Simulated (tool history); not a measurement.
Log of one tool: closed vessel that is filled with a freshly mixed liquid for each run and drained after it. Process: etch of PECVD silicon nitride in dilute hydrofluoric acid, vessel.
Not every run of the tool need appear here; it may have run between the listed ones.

run,hour,temperature setpoint of the liquid (C),parts of water to one part of 49 % hydrofluoric acid (parts by volume),time in the liquid (s),thickness taken off the PECVD silicon nitride on a monitor wafer (nm)
1,0.0,21.0,285,995,11.070
2,5.9,23.5,285,995,13.015
3,7.9,23.5,225,995,16.206
4,12.0,25.0,200,995,20.738
5,12.6,25.0,200,995,20.377
6,15.6,23.0,200,995,17.893
7,16.2,24.5,185,995,21.198
8,22.5,24.5,185,995,21.350
9,31.0,28.5,145,995,34.807

What will run 10 give?
10,33.1,28.0,145,995,?

thickness taken off the PECVD silicon nitride on a monitor wafer (nm): 33.812

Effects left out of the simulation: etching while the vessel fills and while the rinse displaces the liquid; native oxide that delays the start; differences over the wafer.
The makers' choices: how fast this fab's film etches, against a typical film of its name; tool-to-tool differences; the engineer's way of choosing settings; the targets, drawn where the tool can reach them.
